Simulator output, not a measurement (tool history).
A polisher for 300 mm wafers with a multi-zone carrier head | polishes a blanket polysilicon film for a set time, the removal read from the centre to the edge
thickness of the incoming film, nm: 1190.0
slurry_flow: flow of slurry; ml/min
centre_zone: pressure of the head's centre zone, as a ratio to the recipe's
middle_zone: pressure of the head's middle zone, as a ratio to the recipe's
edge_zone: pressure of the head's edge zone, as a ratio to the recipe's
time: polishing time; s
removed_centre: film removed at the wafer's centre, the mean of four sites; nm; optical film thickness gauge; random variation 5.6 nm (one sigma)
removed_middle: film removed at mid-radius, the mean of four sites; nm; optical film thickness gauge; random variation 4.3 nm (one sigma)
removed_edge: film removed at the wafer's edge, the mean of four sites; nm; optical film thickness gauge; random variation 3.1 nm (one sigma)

run,hour,slurry_flow,centre_zone,middle_zone,edge_zone,time,removed_centre,removed_middle,removed_edge
1,0,180,1,1,1,51,392.27,393.89,392.27
2,2.7,180,1,0.95,1,51,392.33,376.6,390.25
3,9.3,180,1,0.95,1.05,51,385.89,370.2,400.16
4,10.4,180,1,0.98,1.05,51,390.67,384.69,401.12
5,17,180,1,0.98,1.05,43,333.66,326.64,336.32
6,22.6,200,1.06,1.01,1.07,46,381.06,362.14,361.58
7,25.8,200,1.06,1.01,1.07,46,387.57,364.36,367.84

Run 8 comes next. What will it give?
8,28.2,200,1.06,1.01,1.07,46,?,?,?

{"run 8": {"removed_centre": 380.72, "removed_middle": 358.68, "removed_edge": 363.85}}
